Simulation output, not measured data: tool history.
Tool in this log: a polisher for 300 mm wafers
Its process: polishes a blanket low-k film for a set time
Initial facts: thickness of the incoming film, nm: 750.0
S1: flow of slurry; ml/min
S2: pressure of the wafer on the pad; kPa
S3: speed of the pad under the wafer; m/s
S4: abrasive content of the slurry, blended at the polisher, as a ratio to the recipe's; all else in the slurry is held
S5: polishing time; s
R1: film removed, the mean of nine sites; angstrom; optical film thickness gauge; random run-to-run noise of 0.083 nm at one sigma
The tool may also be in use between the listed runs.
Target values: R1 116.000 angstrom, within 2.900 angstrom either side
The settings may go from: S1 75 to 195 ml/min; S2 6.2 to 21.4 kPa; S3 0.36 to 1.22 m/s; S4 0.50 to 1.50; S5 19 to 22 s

{"run": 1, "hour": 0.0, "S1": 125, "S2": 13.8, "S3": 0.78, "S4": 1.0, "S5": 22, "R1": 78.131}
{"run": 2, "hour": 5.3, "S1": 125, "S2": 13.8, "S3": 0.78, "S4": 1.0, "S5": 22, "R1": 78.272}
{"run": 3, "hour": 6.8, "S1": 130, "S2": 14.5, "S3": 0.78, "S4": 1.0, "S5": 22, "R1": 81.536}
{"run": 4, "hour": 8.9, "S1": 130, "S2": 15.2, "S3": 0.78, "S4": 1.0, "S5": 22, "R1": 83.61}
{"run": 5, "hour": 12.2, "S1": 130, "S2": 15.2, "S3": 0.88, "S4": 1.0, "S5": 22, "R1": 92.067}
{"run": 6, "hour": 18.2, "S1": 130, "S2": 15.2, "S3": 0.88, "S4": 1.15, "S5": 22, "R1": 97.912}
{"run": 7, "hour": 27.2, "S1": 135, "S2": 15.2, "S3": 0.88, "S4": 1.15, "S5": 22, "R1": 97.937}
{"run": 8, "hour": 27.8, "S1": 135, "S2": 15.9, "S3": 0.88, "S4": 1.15, "S5": 22, "R1": 100.46}
{"run": 9, "hour": 33.1, "S1": 135, "S2": 16.5, "S3": 0.88, "S4": 1.15, "S5": 22, "R1": 103.41}
{"run": 10, "hour": 35.9, "S1": 145, "S2": 17.9, "S3": 0.88, "S4": 1.15, "S5": 22, "R1": 112.21}

Next run, 5 choices. One meets every target within its allowed miss, the rest don't. Which?
{"run": "A", "hour": 38.7, "S1": 155, "S2": 19.3, "S3": 0.8, "S4": 1.1, "S5": 22, "R1": "?"}
{"run": "B", "hour": 38.7, "S1": 195, "S2": 17.2, "S3": 0.74, "S4": 1.45, "S5": 22, "R1": "?"}
{"run": "C", "hour": 38.7, "S1": 165, "S2": 16.5, "S3": 0.94, "S4": 1.25, "S5": 22, "R1": "?"}
{"run": "D", "hour": 38.7, "S1": 135, "S2": 18.6, "S3": 0.98, "S4": 1.15, "S5": 22, "R1": "?"}
{"run": "E", "hour": 38.7, "S1": 155, "S2": 19.3, "S3": 0.98, "S4": 1.3, "S5": 20, "R1": "?"}

move=A R1=110.530
move=B R1=108.190
move=C R1=117.810
move=D R1=125.310
move=E R1=125.420
A: misses by more than the last run did
B: misses by more than the last run did
C: all results in spec
D: takes the result that was furthest off past its target
E: takes the result that was furthest off past its target
C meets every target.
